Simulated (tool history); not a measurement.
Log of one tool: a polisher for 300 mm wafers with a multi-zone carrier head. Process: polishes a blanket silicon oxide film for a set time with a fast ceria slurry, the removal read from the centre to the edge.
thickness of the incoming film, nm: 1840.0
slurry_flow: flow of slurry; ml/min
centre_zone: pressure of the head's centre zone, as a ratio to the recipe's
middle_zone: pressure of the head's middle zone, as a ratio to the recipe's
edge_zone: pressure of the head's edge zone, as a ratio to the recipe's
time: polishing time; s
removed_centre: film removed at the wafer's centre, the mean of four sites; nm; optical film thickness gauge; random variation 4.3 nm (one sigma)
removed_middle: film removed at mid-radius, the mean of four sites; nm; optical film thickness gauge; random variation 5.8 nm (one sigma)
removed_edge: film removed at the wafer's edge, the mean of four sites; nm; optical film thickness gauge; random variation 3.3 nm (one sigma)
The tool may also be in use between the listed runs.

run 1 hour=0 | slurry_flow=315 centre_zone=1 middle_zone=1 edge_zone=1 time=41 | removed_centre=378.31 removed_middle=385.61 removed_edge=408.17
run 2 hour=5 | slurry_flow=270 centre_zone=1 middle_zone=1 edge_zone=1 time=41 | removed_centre=383.7 removed_middle=388.66 removed_edge=396.53
run 3 hour=13.3 | slurry_flow=270 centre_zone=0.94 middle_zone=1 edge_zone=1 time=41 | removed_centre=354.58 removed_middle=382.98 removed_edge=402.41
run 4 hour=14.6 | slurry_flow=270 centre_zone=0.94 middle_zone=1 edge_zone=1 time=33 | removed_centre=289.17 removed_middle=312.15 removed_edge=324.19
run 5 hour=18.3 | slurry_flow=290 centre_zone=1.01 middle_zone=1.01 edge_zone=1.05 time=38 | removed_centre=356.07 removed_middle=360.21 removed_edge=382.75
run 6 hour=23.5 | slurry_flow=290 centre_zone=1.01 middle_zone=1.01 edge_zone=1.05 time=46 | removed_centre=432.4 removed_middle=425.37 removed_edge=464.73
run 7 hour=30.4 | slurry_flow=310 centre_zone=1.05 middle_zone=1.03 edge_zone=1.07 time=47 | removed_centre=466.67 removed_middle=452.38 removed_edge=482.62
-- hour=34.7 edge zone pressure recalibrated
run 8 hour=34.7 | slurry_flow=325 centre_zone=1.08 middle_zone=1.04 edge_zone=1.09 time=48 | removed_centre=492.56 removed_middle=463.14 removed_edge=470.6
run 9 hour=43.5 | slurry_flow=325 centre_zone=1.08 middle_zone=1.04 edge_zone=1.09 time=48 | removed_centre=488.53 removed_middle=459.85 removed_edge=475.87
run 10 hour=49.1 | slurry_flow=325 centre_zone=1.08 middle_zone=1.03 edge_zone=1.1 time=49 | removed_centre=501.95 removed_middle=465.68 removed_edge=488.59
run 11 hour=56.1 | slurry_flow=325 centre_zone=1.08 middle_zone=1.02 edge_zone=1.11 time=50 | removed_centre=510.85 removed_middle=491.7 removed_edge=502.33

Run 12 comes next. What will it give?
run 12 hour=60.7 | slurry_flow=365 centre_zone=1.14 middle_zone=0.92 edge_zone=1.19 time=51 | removed_centre=? removed_middle=? removed_edge=?

{"run 12": {"removed_centre": 553.96, "removed_middle": 457.46, "removed_edge": 528.87}}

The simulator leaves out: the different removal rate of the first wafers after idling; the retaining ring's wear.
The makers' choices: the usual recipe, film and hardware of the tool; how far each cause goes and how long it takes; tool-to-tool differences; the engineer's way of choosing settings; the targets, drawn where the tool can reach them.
